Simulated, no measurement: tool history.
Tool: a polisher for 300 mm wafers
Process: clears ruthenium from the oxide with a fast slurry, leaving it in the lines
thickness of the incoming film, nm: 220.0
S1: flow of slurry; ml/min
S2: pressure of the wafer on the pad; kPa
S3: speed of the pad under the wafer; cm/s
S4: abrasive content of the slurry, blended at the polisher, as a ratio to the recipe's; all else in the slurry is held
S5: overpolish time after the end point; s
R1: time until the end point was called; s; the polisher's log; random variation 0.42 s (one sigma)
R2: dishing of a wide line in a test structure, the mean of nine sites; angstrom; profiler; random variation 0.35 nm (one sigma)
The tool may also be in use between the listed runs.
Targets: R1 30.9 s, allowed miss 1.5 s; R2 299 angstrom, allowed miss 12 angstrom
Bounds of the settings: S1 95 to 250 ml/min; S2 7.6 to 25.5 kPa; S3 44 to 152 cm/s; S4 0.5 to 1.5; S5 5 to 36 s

Run 1, hour 0: S1 160 ml/min, S2 16.5 kPa, S3 98 cm/s, S4 1, S5 18 s. Result: R1 53.29 s, R2 396.49 angstrom.
Run 2, hour 3.3: S1 165 ml/min, S2 17.9 kPa, S3 98 cm/s, S4 1, S5 15 s. Result: R1 49.976 s, R2 367.49 angstrom.
Run 3, hour 4: S1 145 ml/min, S2 17.9 kPa, S3 98 cm/s, S4 1, S5 15 s. Result: R1 50.511 s, R2 361.54 angstrom.
Run 4, hour 9.3: S1 135 ml/min, S2 19.3 kPa, S3 100 cm/s, S4 1, S5 13 s. Result: R1 47.843 s, R2 352.46 angstrom.
Run 5, hour 18.2: S1 135 ml/min, S2 20.7 kPa, S3 100 cm/s, S4 1, S5 13 s. Result: R1 44.975 s, R2 363.02 angstrom.
Run 6, hour 22.1: S1 135 ml/min, S2 22.8 kPa, S3 100 cm/s, S4 1, S5 13 s. Result: R1 39.509 s, R2 387.94 angstrom.
Run 7, hour 22.8: S1 160 ml/min, S2 23.4 kPa, S3 98 cm/s, S4 1, S5 11 s. Result: R1 38.624 s, R2 356.45 angstrom.
Run 8, hour 25.1: S1 160 ml/min, S2 23.4 kPa, S3 98 cm/s, S4 1, S5 11 s. Result: R1 38.181 s, R2 351.99 angstrom.
Run 9, hour 29.1: S1 170 ml/min, S2 24.1 kPa, S3 100 cm/s, S4 1, S5 10 s. Result: R1 36.582 s, R2 342.62 angstrom.
Run 10, hour 37.8: S1 175 ml/min, S2 24.1 kPa, S3 102 cm/s, S4 1, S5 9 s. Result: R1 35.066 s, R2 328.13 angstrom.
Run 11, hour 46.7: S1 180 ml/min, S2 24.1 kPa, S3 102 cm/s, S4 1, S5 8 s. Result: R1 35.655 s, R2 298.98 angstrom.
Run 12, hour 54.6: S1 180 ml/min, S2 24.1 kPa, S3 102 cm/s, S4 1, S5 8 s. Result: R1 34.914 s, R2 299.31 angstrom.

4 next moves are on the table. One of them brings every result within its allowed miss. Which?
Run A, hour 62.5: S1 145 ml/min, S2 24.8 kPa, S3 90 cm/s, S4 0.9, S5 10 s. Result: R1 ?, R2 ?.
Run B, hour 62.5: S1 170 ml/min, S2 24.1 kPa, S3 104 cm/s, S4 0.95, S5 7 s. Result: R1 ?, R2 ?.
Run C, hour 62.5: S1 245 ml/min, S2 25.5 kPa, S3 104 cm/s, S4 1.05, S5 7 s. Result: R1 ?, R2 ?.
Run D, hour 62.5: S1 170 ml/min, S2 24.1 kPa, S3 102 cm/s, S4 1.1, S5 9 s. Result: R1 ?, R2 ?.

move      R1      R2
   A  41.107  311.67
   B  35.448  265.28
   C  30.811  295.92
   D  34.263  329.92
A: further off than the last run
B: further off than the last run
C: meets every target
D: as far off as the last run
Move C is the one to make.
